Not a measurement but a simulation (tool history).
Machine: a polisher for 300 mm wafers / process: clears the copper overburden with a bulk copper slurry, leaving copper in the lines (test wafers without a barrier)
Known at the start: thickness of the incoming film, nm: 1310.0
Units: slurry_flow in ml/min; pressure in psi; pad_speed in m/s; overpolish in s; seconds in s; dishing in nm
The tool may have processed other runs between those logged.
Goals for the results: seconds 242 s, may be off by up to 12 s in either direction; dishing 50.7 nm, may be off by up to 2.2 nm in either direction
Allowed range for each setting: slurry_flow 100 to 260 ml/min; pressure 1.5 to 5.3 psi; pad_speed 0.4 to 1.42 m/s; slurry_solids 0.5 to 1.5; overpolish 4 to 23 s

run  hour  slurry_flow  pressure  pad_speed  slurry_solids  overpolish  seconds  dishing
  1     0          165       3.4        0.9              1          12   139.07   67.572
  2   5.6          160         3        0.9              1          13   162.71   65.318
  3   6.3          160       3.4        0.9              1          13   140.18    70.92
  4   8.5          190       3.4        0.9              1          13    137.6   73.153
  5   9.4          155       3.4        0.9              1          13   141.97   71.987
  6  13.4          155         4        0.9              1          13   117.69   80.269
  7  19.9          155       3.5        0.9              1          13    137.8   72.463
  8  25.5          150       3.1        0.9              1          13   155.33   65.166
  9  26.8          145       2.8        0.9              1          13   168.61   60.324
 10  31.6          135       1.8       0.86              1          16   272.73   46.856
 11  38.1          140       1.9       0.86              1          16   261.77   47.695
 12  45.6          155       2.1       0.86              1          16   239.46   54.325
 13    51          150       2.1       0.86              1          16   234.08   53.953
 14  54.7          145       2.1       0.86              1          16   242.05   53.888

Which of these 5 next moves meets every target?
  A  58.4          150       1.9        0.9           1.05          14        ?        ?
  B  58.4          135       1.9       0.84            0.9          18        ?        ?
  C  58.4          130       2.4       0.88            0.6          15        ?        ?
  D  58.4          170       2.2       0.86           0.75          13        ?        ?
  E  58.4          135       1.9       0.84           0.95          15        ?        ?

move  seconds  dishing
   A   241.68   46.745
   B   274.73   51.268
   C   236.94    51.28
   D    235.3   45.737
   E    270.8   45.162
A: takes the result that was furthest off past its target
B: brings the result that was furthest off to its target, and leaves another outside
C: hits every target within its allowed miss
D: takes the result that was furthest off past its target
E: takes the result that was furthest off past its target
The right move is C.

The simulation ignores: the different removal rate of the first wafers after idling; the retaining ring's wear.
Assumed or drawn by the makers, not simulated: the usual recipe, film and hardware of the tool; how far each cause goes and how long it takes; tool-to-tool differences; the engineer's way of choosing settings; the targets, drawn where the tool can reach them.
